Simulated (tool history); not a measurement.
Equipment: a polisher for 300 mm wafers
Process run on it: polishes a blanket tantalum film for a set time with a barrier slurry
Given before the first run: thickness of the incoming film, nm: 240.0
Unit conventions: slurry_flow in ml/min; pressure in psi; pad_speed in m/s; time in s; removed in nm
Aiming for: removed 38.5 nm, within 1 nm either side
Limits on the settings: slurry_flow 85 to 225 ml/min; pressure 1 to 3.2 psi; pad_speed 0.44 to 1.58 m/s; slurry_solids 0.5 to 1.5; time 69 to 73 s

run,day,slurry_flow,pressure,pad_speed,slurry_solids,time,removed
1,0,145,2.1,1,1,69,95.042
2,0.367,140,1.9,0.92,1,69,79.859
3,0.638,140,1.9,0.92,1,73,83.892
4,0.7,135,1.7,0.86,1,73,69.697
5,0.879,135,2,0.86,1,73,81.044
6,1.233,135,2,0.86,1.2,73,85.726
7,1.575,130,1.8,0.82,1.2,73,73.149
8,1.617,130,1.8,0.82,1.2,73,72.492
# day 1.867: slurry nozzle cleaned
9,1.867,125,1.6,0.8,1.2,73,69.465
10,2.171,125,1.5,0.72,1.2,73,58.48

Which of these 5 next moves meets every target?
A,2.475,105,2,0.98,1.1,73,?
B,2.475,145,1.5,0.82,1.25,72,?
C,2.475,115,1.1,0.7,1.45,73,?
D,2.475,85,1,0.84,1.05,69,?
E,2.475,135,1.3,0.64,1.25,70,?

move,removed
A,100.64
B,69.953
C,44.716
D,39.43
E,46.148
A: its largest miss is bigger than the last run's
B: its largest miss is bigger than the last run's
C: closes in on the targets versus the last run, not all within tolerance yet
D: in spec on every target
E: closes in on the targets versus the last run, not all within tolerance yet
D is the move that brings every result within its allowed miss.
